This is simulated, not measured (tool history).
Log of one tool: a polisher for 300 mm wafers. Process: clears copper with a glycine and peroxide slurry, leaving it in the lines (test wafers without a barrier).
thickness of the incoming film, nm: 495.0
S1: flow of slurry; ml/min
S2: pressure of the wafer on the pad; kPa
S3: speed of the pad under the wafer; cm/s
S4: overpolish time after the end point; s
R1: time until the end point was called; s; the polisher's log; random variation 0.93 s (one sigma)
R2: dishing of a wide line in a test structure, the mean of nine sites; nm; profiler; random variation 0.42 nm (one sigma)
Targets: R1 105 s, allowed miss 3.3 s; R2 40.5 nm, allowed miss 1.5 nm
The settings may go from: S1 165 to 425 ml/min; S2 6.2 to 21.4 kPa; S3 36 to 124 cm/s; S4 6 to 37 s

run,hour,S1,S2,S3,S4,R1,R2
1,0,275,13.8,80,19,162.42,44.613
2,1.8,280,15.9,80,16,146.47,41.291
3,3.6,280,17.9,80,16,134.38,45.845
4,8.5,280,17.9,64,16,156.01,40.376
5,12.7,280,17.9,54,16,174.28,37.243
6,21.3,280,20.7,54,16,157.34,40.463
7,22,290,20.7,64,14,141.68,39.963
8,28.1,290,20.7,72,13,129.08,40.49
9,31.7,295,20.7,76,12,124.04,38.746
10,37.9,300,20.7,80,12,118.24,39.729
11,39.9,310,20.7,82,12,117.43,40.999
12,45.5,310,20.7,84,12,115.7,41.029
13,46.3,310,20.7,86,12,111.61,41.91

Which of these 5 next moves meets every target?
A,47.1,345,20,80,13,?,?
B,47.1,310,20.7,96,12,?,?
C,47.1,425,21.4,88,11,?,?
D,47.1,300,21.4,82,13,?,?
E,47.1,310,21.4,96,12,?,?

move,R1,R2
A,119.59,42.402
B,102.14,45.289
C,103.95,41.377
D,112.53,44.786
E,99.397,46.416
A: further off than the last run
B: brings the result that was furthest off to its target, and leaves another outside
C: meets every target
D: further off than the last run
E: takes the result that was furthest off past its target
Answer: C
